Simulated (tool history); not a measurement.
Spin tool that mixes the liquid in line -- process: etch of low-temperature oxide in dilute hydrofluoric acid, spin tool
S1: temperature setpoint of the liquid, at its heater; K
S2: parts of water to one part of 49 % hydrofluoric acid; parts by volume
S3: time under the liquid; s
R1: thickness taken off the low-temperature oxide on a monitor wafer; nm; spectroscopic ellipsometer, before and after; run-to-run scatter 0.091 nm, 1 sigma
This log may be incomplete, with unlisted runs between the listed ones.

run  hour      S1  S2  S3      R1
  1   0.0  297.15  80  50  16.595
  2   2.1  295.15  85  50  14.183
  3   7.8  295.15  85  50  14.239
  4  15.6  293.65  85  50  13.389
  5  19.8  293.65  85  55  14.799
  6  22.1  293.65  85  50  13.630

Expected results for the next run?
  7  29.5  292.65  85  50   ?

R1: 12.915 nm
